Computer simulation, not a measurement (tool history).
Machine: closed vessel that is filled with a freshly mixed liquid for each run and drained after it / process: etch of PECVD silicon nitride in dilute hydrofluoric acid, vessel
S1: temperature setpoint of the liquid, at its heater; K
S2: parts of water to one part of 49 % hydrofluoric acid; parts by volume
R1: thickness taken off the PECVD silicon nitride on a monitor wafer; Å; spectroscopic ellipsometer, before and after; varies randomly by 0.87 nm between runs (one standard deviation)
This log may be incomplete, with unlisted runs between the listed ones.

run 1 hour=0.0 | S1=296.15 S2=70 time_in_the_liquid_(s)=585 | R1=443.82
run 2 hour=4.6 | S1=299.15 S2=70 time_in_the_liquid_(s)=585 | R1=560.54
run 3 hour=6.4 | S1=296.65 S2=70 time_in_the_liquid_(s)=585 | R1=463.88
run 4 hour=15.3 | S1=297.65 S2=70 time_in_the_liquid_(s)=585 | R1=500.56
run 5 hour=18.6 | S1=297.65 S2=70 time_in_the_liquid_(s)=630 | R1=541.97
run 6 hour=22.7 | S1=297.65 S2=70 time_in_the_liquid_(s)=630 | R1=539.27

What will run 7 give?
run 7 hour=31.6 | S1=298.65 S2=70 time_in_the_liquid_(s)=630 | R1=?

{"run 7": {"R1": 574.37}}
